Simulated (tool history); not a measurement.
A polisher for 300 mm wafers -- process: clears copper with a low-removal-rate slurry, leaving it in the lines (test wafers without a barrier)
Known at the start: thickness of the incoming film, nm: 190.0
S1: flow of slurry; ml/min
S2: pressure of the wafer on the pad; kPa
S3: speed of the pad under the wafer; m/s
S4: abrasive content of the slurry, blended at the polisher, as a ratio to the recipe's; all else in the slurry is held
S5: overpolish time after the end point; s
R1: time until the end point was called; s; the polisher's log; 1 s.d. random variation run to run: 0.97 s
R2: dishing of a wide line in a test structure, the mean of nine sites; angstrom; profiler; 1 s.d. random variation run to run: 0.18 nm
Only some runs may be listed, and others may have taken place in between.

run 1 hour=0.0 | S1=125 S2=13.8 S3=0.98 S4=1.00 S5=10 | R1=104.490 R2=115.85
run 2 hour=9.0 | S1=125 S2=13.8 S3=0.98 S4=1.00 S5=9 | R1=102.990 R2=105.85
run 3 hour=14.1 | S1=125 S2=13.8 S3=0.98 S4=1.15 S5=9 | R1=101.660 R2=106.45
run 4 hour=20.1 | S1=125 S2=16.5 S3=0.98 S4=1.15 S5=9 | R1=84.440 R2=120.29
run 5 hour=20.6 | S1=105 S2=16.5 S3=0.98 S4=1.15 S5=9 | R1=89.185 R2=119.63
run 6 hour=21.6 | S1=105 S2=16.5 S3=0.98 S4=1.15 S5=8 | R1=90.030 R2=109.90

Run 7, settings as shown, results not yet in. Your forecast:
run 7 hour=22.7 | S1=100 S2=16.5 S3=0.98 S4=1.15 S5=8 | R1=? R2=?

{"run 7": {"R1": 90.159, "R2": 108.51}}
